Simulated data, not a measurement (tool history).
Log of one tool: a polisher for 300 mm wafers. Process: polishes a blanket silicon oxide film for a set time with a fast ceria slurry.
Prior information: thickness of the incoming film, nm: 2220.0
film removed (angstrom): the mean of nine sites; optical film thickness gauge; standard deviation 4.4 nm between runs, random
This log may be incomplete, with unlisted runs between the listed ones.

run	hour	flow of slurry (ml/min)	pressure of the wafer on the pad (psi)	speed of the pad under the wafer (m/s)	polishing time (s)	film removed (angstrom)
1	0	235	1.8	1.04	55	5311.4
2	5.8	240	1.9	1.04	55	5544.2
3	9.1	240	2	1.04	55	5886.2
4	11.8	240	2	0.92	55	5272.5
5	14	240	1.7	0.92	55	4496.8
6	21.2	185	1.7	0.92	55	4376.3

Forecast run 7:
7	28.3	250	2.2	0.92	55	?

{"run 7": {"film removed (angstrom)": 5851.8}}

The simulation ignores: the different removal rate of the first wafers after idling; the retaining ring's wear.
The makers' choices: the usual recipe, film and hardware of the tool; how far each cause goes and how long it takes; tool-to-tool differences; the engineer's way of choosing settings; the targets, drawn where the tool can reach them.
